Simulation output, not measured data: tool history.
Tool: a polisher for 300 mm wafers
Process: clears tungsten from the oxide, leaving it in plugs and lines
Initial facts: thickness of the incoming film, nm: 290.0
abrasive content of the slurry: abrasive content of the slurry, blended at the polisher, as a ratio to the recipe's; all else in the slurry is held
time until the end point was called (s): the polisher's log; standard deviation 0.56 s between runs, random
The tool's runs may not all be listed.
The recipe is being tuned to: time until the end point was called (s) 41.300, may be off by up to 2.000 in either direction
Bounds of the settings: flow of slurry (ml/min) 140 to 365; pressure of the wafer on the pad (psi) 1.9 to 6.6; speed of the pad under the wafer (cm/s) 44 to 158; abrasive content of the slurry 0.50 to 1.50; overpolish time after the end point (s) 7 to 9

run,hour,flow of slurry (ml/min),pressure of the wafer on the pad (psi),speed of the pad under the wafer (cm/s),abrasive content of the slurry,overpolish time after the end point (s),time until the end point was called (s)
1,0.0,235,4.2,100,1.00,9,66.730
2,7.2,235,4.2,100,1.00,7,68.914
3,12.8,235,4.2,100,1.00,9,67.623
4,14.1,235,4.2,100,1.00,7,65.981
5,16.2,235,4.2,100,1.10,7,66.485
6,23.5,235,4.2,76,1.10,7,86.510
7,30.5,235,4.7,80,1.10,7,71.020
8,34.1,235,5.1,80,1.10,7,68.809
9,35.3,235,5.4,84,1.10,7,62.260
10,40.8,235,5.6,88,1.10,7,57.215
11,47.3,235,5.8,90,1.10,7,52.454
12,54.9,235,6.0,92,1.10,7,50.490
13,62.8,235,6.0,92,1.10,7,50.503
14,69.8,235,6.1,94,1.10,7,49.465

Which single option among these 5 for the next run brings every result within its allowed miss of target? Just one does.
A,76.8,225,6.6,104,1.10,7,?
B,76.8,220,6.6,114,1.15,7,?
C,76.8,250,6.6,112,1.15,9,?
D,76.8,275,6.6,112,1.30,7,?
E,76.8,215,6.3,98,1.00,7,?

move,time until the end point was called (s)
A,42.455
B,38.433
C,38.688
D,37.135
E,48.396
A: every result lands within tolerance
B: the result that was furthest off in the last run now lies on the other side of its target
C: the result that was furthest off in the last run now lies on the other side of its target
D: the result that was furthest off in the last run now lies on the other side of its target
E: nearer the targets than the last run, but a result is still out of spec
A meets every target.
